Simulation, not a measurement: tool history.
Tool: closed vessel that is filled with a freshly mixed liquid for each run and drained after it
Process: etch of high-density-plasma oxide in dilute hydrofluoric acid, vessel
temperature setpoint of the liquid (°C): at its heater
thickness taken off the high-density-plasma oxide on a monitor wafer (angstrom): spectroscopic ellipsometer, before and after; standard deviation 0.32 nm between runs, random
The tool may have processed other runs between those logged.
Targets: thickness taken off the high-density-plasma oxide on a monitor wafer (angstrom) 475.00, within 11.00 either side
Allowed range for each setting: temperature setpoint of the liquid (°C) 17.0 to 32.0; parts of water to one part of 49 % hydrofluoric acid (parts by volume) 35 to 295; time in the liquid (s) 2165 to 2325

run,hour,temperature setpoint of the liquid (°C),parts of water to one part of 49 % hydrofluoric acid (parts by volume),time in the liquid (s),thickness taken off the high-density-plasma oxide on a monitor wafer (angstrom)
1,0.0,24.0,165,2165,568.49
2,8.1,21.0,165,2165,503.15
3,13.5,22.5,165,2165,534.43
4,21.0,22.0,165,2165,520.01
5,29.9,22.0,140,2165,624.35
6,33.7,22.0,160,2165,531.04
7,35.2,21.5,160,2165,533.82
8,42.7,21.0,160,2165,518.64
9,43.4,20.5,160,2165,511.99
10,47.8,20.0,160,2165,504.09
11,51.7,19.5,160,2165,489.85

Below are 4 possible settings for the next run. Only one of them brings all results inside the allowed miss of their targets. Which is it?
A,55.6,17.5,165,2220,?
B,55.6,22.5,180,2165,?
C,55.6,19.0,155,2185,?
D,55.6,20.5,160,2165,?

move,thickness taken off the high-density-plasma oxide on a monitor wafer (angstrom)
A,451.20
B,483.42
C,507.14
D,514.03
A: takes the biggest miss from the last run beyond its target
B: each result inside its tolerance
C: moves away from the targets compared with the last run
D: moves away from the targets compared with the last run
B meets every target.
